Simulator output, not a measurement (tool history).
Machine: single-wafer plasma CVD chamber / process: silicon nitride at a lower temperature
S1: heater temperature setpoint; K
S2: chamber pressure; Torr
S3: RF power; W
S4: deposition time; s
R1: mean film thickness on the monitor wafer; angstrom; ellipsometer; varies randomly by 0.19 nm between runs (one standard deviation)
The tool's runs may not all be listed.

run 1 day=0 | S1=613.15 S2=1.66 S3=395 S4=27.1 | R1=376.1
run 2 day=0.029 | S1=613.15 S2=1.8 S3=405 S4=27.1 | R1=396.46
run 3 day=0.379 | S1=613.15 S2=2.04 S3=405 S4=27.1 | R1=414.87
run 4 day=0.488 | S1=613.15 S2=1.82 S3=405 S4=27.1 | R1=400.91
run 5 day=0.829 | S1=620.15 S2=1.82 S3=405 S4=27.1 | R1=396.65
run 6 day=1.029 | S1=620.15 S2=1.92 S3=405 S4=27.1 | R1=403.02
run 7 day=1.112 | S1=620.15 S2=2.01 S3=405 S4=27.1 | R1=413.03

Run 8, settings as shown, results not yet in. Your forecast:
run 8 day=1.429 | S1=620.15 S2=2.06 S3=405 S4=27.1 | R1=?

{"run 8": {"R1": 418.2}}
